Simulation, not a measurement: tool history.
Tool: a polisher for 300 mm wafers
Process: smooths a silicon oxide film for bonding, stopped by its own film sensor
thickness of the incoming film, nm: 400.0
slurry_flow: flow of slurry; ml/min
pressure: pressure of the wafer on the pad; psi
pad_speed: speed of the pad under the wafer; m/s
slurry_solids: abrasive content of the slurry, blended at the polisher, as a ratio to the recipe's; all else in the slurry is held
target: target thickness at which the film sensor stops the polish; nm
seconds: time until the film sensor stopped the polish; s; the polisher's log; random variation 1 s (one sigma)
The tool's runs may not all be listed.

run,hour,slurry_flow,pressure,pad_speed,slurry_solids,target,seconds
1,0,310,1.7,0.88,1,346,70.481
2,4.4,310,1.7,0.88,1,351,66.43
3,6.3,380,1.7,0.88,1,351,63.394
4,12.3,380,1.4,0.88,1,351,76.796
5,19.4,380,1.4,1.04,1,351,66.916
6,24.6,380,1.5,1.04,1,351,62.291
7,31.1,380,1.5,1.04,1,351,63.112

Forecast run 8:
8,34.1,380,1.6,1.04,1,351,?

{"run 8": {"seconds": 60.602}}
